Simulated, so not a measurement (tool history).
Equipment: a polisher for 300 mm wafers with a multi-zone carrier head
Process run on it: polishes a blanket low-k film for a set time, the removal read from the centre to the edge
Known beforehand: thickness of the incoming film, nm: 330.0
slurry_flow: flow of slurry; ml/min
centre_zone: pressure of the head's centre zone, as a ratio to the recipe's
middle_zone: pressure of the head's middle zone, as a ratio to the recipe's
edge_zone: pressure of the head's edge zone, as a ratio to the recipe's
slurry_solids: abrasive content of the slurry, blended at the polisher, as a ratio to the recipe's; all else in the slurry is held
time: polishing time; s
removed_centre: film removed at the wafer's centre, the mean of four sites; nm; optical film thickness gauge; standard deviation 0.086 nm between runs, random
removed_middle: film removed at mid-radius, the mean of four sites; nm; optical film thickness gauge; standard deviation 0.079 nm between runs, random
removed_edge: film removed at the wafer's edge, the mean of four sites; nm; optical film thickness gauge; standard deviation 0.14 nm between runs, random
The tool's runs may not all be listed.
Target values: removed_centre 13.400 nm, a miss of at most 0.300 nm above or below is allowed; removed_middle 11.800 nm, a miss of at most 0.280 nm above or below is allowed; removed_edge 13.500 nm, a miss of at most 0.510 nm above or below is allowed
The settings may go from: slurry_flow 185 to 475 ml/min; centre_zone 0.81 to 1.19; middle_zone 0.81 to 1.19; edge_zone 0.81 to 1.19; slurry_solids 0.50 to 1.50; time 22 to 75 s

run  hour  slurry_flow  centre_zone  middle_zone  edge_zone  slurry_solids  time  removed_centre  removed_middle  removed_edge
  1   0.0          305         1.00         1.00       1.00           1.00    48          14.698          14.951        14.876
  2   4.0          295         1.00         0.97       0.99           1.00    48          14.644          14.418        15.005
  3   9.0          295         1.00         0.97       0.94           1.00    48          14.538          14.537        14.672
  4  15.1          295         1.07         0.97       0.94           1.00    48          15.530          14.540        14.329
  5  17.8          295         1.14         0.97       0.94           1.00    48          16.379          14.533        14.618
  6  21.6          295         1.14         0.97       0.90           1.00    48          16.303          14.483        14.273
  7  27.2          285         1.11         0.94       0.90           1.00    48          16.043          14.079        14.519
  8  35.3          285         1.09         0.92       0.90           0.95    48          15.333          13.412        13.728
  9  41.4          225         0.99         0.82       1.00           0.95    48          13.794          12.142        14.482
 10  45.9          225         0.99         0.82       1.00           0.95    48          13.901          12.114        14.362
 11  48.1          225         0.99         0.82       0.99           0.95    48          13.674          12.027        14.260
 12  52.0          225         0.99         0.82       0.97           0.95    48          13.711          11.998        14.187
 13  59.4          225         0.99         0.82       0.95           0.95    48          13.882          12.050        14.055

4 candidate next runs follow, results not yet known. Just one meets every target within its allowed miss. Identify it.
  A  66.8          210         1.01         0.84       0.96           1.00    47               ?               ?             ?
  B  66.8          245         0.97         0.86       0.93           0.95    47               ?               ?             ?
  C  66.8          220         1.05         0.84       0.87           0.85    51               ?               ?             ?
  D  66.8          190         1.05         0.88       1.02           0.80    50               ?               ?             ?

move  removed_centre  removed_middle  removed_edge
   A          13.937          12.074        13.952
   B          13.376          12.188        13.581
   C          14.445          12.115        13.450
   D          13.472          11.756        13.439
A: misses by more than the last run did
B: meets the target for the result that was furthest off, but another lies outside its allowed miss
C: misses by more than the last run did
D: each result inside its tolerance
Answer: D
